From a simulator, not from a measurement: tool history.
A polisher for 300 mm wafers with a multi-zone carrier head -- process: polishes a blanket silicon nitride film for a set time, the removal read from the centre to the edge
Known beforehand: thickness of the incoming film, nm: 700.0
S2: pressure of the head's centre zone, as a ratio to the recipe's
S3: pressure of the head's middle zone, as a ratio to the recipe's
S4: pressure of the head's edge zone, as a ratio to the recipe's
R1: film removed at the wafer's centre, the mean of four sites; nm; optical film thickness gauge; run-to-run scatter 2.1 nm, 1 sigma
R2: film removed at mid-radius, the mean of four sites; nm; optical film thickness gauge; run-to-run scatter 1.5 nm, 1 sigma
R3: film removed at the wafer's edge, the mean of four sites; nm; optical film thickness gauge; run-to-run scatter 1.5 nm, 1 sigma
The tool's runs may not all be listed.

Run 1, hour 0: flow of slurry (ml/min) 265, S2 1, S3 1, S4 1, polishing time (s) 82. Result: R1 118.85 nm, R2 117.55 nm, R3 119.83 nm.
Run 2, hour 8.5: flow of slurry (ml/min) 210, S2 1, S3 1, S4 1, polishing time (s) 82. Result: R1 116.9 nm, R2 116.23 nm, R3 116.01 nm.
Run 3, hour 16.3: flow of slurry (ml/min) 210, S2 1, S3 1, S4 0.95, polishing time (s) 82. Result: R1 117.88 nm, R2 116.42 nm, R3 116.63 nm.
Run 4, hour 25.2: flow of slurry (ml/min) 210, S2 1, S3 1, S4 0.88, polishing time (s) 82. Result: R1 115.63 nm, R2 113.47 nm, R3 109.06 nm.
Run 5, hour 28: flow of slurry (ml/min) 210, S2 1, S3 1.05, S4 0.88, polishing time (s) 82. Result: R1 117.14 nm, R2 119.21 nm, R3 110.49 nm.
Run 6, hour 33.1: flow of slurry (ml/min) 210, S2 1, S3 1.1, S4 0.88, polishing time (s) 82. Result: R1 117.84 nm, R2 124.3 nm, R3 110.21 nm.
Run 7, hour 37.2: flow of slurry (ml/min) 220, S2 1.02, S3 1.09, S4 0.94, polishing time (s) 87. Result: R1 126.86 nm, R2 132.62 nm, R3 120.71 nm.
Run 8, hour 41.7: flow of slurry (ml/min) 230, S2 1.04, S3 1.07, S4 0.99, polishing time (s) 91. Result: R1 136.13 nm, R2 134.99 nm, R3 128.79 nm.

Forecast run 9:
Run 9, hour 47.2: flow of slurry (ml/min) 240, S2 1.05, S3 1.06, S4 1.03, polishing time (s) 95. Result: R1 ?, R2 ?, R3 ?.

{"run 9": {"R1": 148.2, "R2": 140.93, "R3": 138.43}}
